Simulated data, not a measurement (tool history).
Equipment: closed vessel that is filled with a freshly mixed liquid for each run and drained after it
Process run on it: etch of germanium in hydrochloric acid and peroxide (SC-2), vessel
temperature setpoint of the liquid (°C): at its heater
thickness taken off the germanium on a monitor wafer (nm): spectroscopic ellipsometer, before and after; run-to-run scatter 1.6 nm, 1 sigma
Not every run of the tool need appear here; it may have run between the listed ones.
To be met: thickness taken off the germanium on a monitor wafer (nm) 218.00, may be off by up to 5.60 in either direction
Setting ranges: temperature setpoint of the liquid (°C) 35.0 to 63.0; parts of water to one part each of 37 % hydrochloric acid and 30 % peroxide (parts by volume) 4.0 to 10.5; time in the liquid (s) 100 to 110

run    day  temperature setpoint of the liquid (°C)  parts of water to one part each of 37 % hydrochloric acid and 30 % peroxide (parts by volume)  time in the liquid (s)  thickness taken off the germanium on a monitor wafer (nm)
  1  0.000                                     47.0                                                                                            5.5                     100                                                     154.81
  2  0.096                                     50.5                                                                                            5.5                     100                                                     174.90
  3  0.225                                     50.5                                                                                            5.5                     100                                                     171.74
  4  0.525                                     53.0                                                                                            5.5                     100                                                     186.78
  5  0.829                                     53.0                                                                                            7.5                     100                                                     183.14
  6  1.088                                     53.0                                                                                            6.5                     100                                                     185.27
  7  1.458                                     54.5                                                                                            6.5                     100                                                     197.66
  8  1.742                                     55.5                                                                                            6.5                     100                                                     201.25
  9  1.925                                     56.5                                                                                            6.5                     100                                                     208.85
 10  2.158                                     57.0                                                                                            6.5                     100                                                     211.59

4 next moves are on the table. One of them brings every result within its allowed miss. Which?
  A  2.392                                     57.0                                                                                            7.5                     100                                                          ?
  B  2.392                                     56.0                                                                                            5.5                     100                                                          ?
  C  2.392                                     56.5                                                                                            6.0                     105                                                          ?
  D  2.392                                     56.0                                                                                            7.5                     100                                                          ?

move  thickness taken off the germanium on a monitor wafer (nm)
   A                                                     207.66
   B                                                     204.70
   C                                                     217.49
   D                                                     201.43
A: misses by more than the last run did
B: misses by more than the last run did
C: each result inside its tolerance
D: misses by more than the last run did
So the answer is move C, the one that meets all the targets.
